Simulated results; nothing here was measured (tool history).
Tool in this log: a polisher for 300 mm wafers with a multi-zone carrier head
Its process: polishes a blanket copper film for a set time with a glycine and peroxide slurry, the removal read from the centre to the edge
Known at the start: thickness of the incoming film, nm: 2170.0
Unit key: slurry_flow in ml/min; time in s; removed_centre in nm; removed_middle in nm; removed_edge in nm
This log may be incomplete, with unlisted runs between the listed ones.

run,hour,slurry_flow,centre_zone,middle_zone,edge_zone,time,removed_centre,removed_middle,removed_edge
1,0.0,135,1.00,1.00,1.00,62,363.60,368.28,365.14
2,2.9,135,1.00,1.00,1.00,70,398.69,414.12,416.46
3,8.2,145,1.01,1.02,1.03,73,438.37,431.22,433.02
4,15.1,145,1.01,1.02,1.03,62,370.65,370.71,372.03
5,17.2,145,1.01,1.02,1.03,68,405.25,403.16,409.78
6,22.9,145,1.01,1.02,1.03,78,468.75,458.77,466.41
7,29.9,145,0.99,1.03,1.03,81,466.87,476.21,490.06

Run 8 has not been measured yet. What should we expect?
8,30.7,145,0.99,1.04,1.02,83,?,?,?

removed_centre: 481.42 nm
removed_middle: 508.39 nm
removed_edge: 479.08 nm
